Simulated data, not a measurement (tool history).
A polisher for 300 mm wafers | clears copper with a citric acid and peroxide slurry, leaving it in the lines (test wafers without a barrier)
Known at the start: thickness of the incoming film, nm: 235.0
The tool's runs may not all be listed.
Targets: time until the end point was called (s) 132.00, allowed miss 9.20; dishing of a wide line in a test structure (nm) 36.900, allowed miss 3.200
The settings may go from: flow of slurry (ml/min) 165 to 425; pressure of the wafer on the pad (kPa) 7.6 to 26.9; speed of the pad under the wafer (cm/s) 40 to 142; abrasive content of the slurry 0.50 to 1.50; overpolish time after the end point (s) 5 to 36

run  hour  flow of slurry (ml/min)  pressure of the wafer on the pad (kPa)  speed of the pad under the wafer (cm/s)  abrasive content of the slurry  overpolish time after the end point (s)  time until the end point was called (s)  dishing of a wide line in a test structure (nm)
  1   0.0                      275                                    17.2                                       90                            1.00                                       18                                   175.62                                           17.646
  2   7.9                      275                                    17.9                                       90                            1.00                                       20                                   173.77                                           20.346
  3   8.5                      275                                    17.9                                       72                            1.00                                       20                                   219.92                                           16.686
  4   9.3                      275                                    19.3                                       74                            1.00                                       21                                   194.80                                           18.344
  5  16.1                      225                                    19.3                                       74                            1.00                                       21                                   198.10                                           19.215
  6  20.9                      225                                    20.0                                       76                            1.00                                       22                                   186.53                                           20.983
  7  29.0                      225                                    20.0                                       76                            1.00                                       22                                   191.90                                           20.491
  8  33.9                      225                                    20.7                                       78                            1.00                                       23                                   178.47                                           21.962
  9  42.6                      225                                    21.4                                       80                            1.00                                       24                                   166.80                                           25.719
 10  43.9                      225                                    22.1                                       80                            1.00                                       25                                   158.05                                           27.750
 11  51.6                      225                                    22.8                                       80                            1.00                                       25                                   155.82                                           26.398
 12  54.8                      225                                    22.8                                       82                            1.00                                       26                                   159.18                                           28.721
 13  59.0                      225                                    23.4                                       82                            1.00                                       26                                   149.36                                           30.214
 14  67.6                      225                                    24.1                                       82                            1.00                                       26                                   149.52                                           30.299
 15  72.9                      225                                    24.1                                       84                            1.00                                       26                                   147.16                                           30.520
 16  74.0                      225                                    24.1                                       86                            1.00                                       26                                   140.16                                           30.636

5 next moves are on the table. One of them brings every result within its allowed miss. Which?
  A  75.1                      225                                    21.4                                       84                            1.05                                       35                                        ?                                                ?
  B  75.1                      210                                    23.4                                       96                            1.10                                       21                                        ?                                                ?
  C  75.1                      275                                    24.1                                      100                            1.05                                       27                                        ?                                                ?
  D  75.1                      215                                    26.9                                       98                            1.00                                       20                                        ?                                                ?
  E  75.1                      165                                    21.4                                      108                            0.90                                       29                                        ?                                                ?

move  time until the end point was called (s)  dishing of a wide line in a test structure (nm)
   A                                   160.60                                           36.958
   B                                   128.63                                           29.037
   C                                   119.03                                           38.441
   D                                   113.15                                           31.285
   E                                   134.13                                           36.687
A: brings the result that was furthest off to its target, and leaves another outside
B: further off than the last run
C: brings the result that was furthest off to its target, and leaves another outside
D: as far off as the last run
E: meets every target
Move E is the one to make.

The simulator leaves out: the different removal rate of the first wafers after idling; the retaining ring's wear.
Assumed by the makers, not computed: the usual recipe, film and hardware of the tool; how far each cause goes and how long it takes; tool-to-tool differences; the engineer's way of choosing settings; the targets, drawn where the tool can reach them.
